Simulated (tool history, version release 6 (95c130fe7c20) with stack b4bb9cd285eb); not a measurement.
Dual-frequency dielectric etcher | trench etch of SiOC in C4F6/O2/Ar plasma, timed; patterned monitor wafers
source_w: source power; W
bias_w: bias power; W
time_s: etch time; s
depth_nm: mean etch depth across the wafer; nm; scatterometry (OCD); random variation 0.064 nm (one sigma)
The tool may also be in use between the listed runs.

Run 1, hour 0.0: source_w 340 W, bias_w 148 W, time_s 14.0 s. Result: depth_nm 26.639 nm.
Run 2, hour 5.6: source_w 360 W, bias_w 151 W, time_s 14.0 s. Result: depth_nm 27.527 nm.
Run 3, hour 8.8: source_w 320 W, bias_w 151 W, time_s 14.0 s. Result: depth_nm 26.213 nm.
Run 4, hour 9.5: source_w 340 W, bias_w 154 W, time_s 14.0 s. Result: depth_nm 27.060 nm.
Run 5, hour 17.3: source_w 360 W, bias_w 156 W, time_s 14.0 s. Result: depth_nm 27.839 nm.
Run 6, hour 18.7: source_w 310 W, bias_w 156 W, time_s 14.0 s. Result: depth_nm 26.210 nm.
Run 7, hour 22.6: source_w 330 W, bias_w 159 W, time_s 14.0 s. Result: depth_nm 27.031 nm.
Run 8, hour 23.3: source_w 330 W, bias_w 159 W, time_s 14.0 s. Result: depth_nm 27.099 nm.

The next listed run, before its measurement:
Run 9, hour 30.5: source_w 350 W, bias_w 161 W, time_s 14.0 s. Result: depth_nm ?.

{"run 9": {"depth_nm": 27.705}}
